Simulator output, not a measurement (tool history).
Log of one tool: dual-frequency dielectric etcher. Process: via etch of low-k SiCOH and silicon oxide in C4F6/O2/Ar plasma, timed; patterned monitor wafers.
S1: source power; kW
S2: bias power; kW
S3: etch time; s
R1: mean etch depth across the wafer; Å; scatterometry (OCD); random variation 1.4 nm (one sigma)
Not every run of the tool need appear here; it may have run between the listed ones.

Run 1, hour 0: S1 0.44 kW, S2 0.196 kW, S3 81.5 s. Result: R1 2475.7 Å.
Run 2, hour 1.2: S1 0.51 kW, S2 0.196 kW, S3 81.5 s. Result: R1 2612 Å.
Run 3, hour 8.2: S1 0.51 kW, S2 0.176 kW, S3 81.5 s. Result: R1 2531.3 Å.
Run 4, hour 16.5: S1 0.58 kW, S2 0.176 kW, S3 81.5 s. Result: R1 2707 Å.
Run 5, hour 18.8: S1 0.54 kW, S2 0.171 kW, S3 81.5 s. Result: R1 2589.5 Å.
Run 6, hour 21: S1 0.51 kW, S2 0.166 kW, S3 81.5 s. Result: R1 2499.3 Å.
Run 7, hour 22.3: S1 0.48 kW, S2 0.162 kW, S3 81.5 s. Result: R1 2406.1 Å.
Run 8, hour 26.1: S1 0.48 kW, S2 0.162 kW, S3 81.5 s. Result: R1 2439.3 Å.

Run 9 has not been measured yet. What should we expect?
Run 9, hour 34.7: S1 0.45 kW, S2 0.158 kW, S3 81.5 s. Result: R1 ?.

{"run 9": {"R1": 2343.6}}
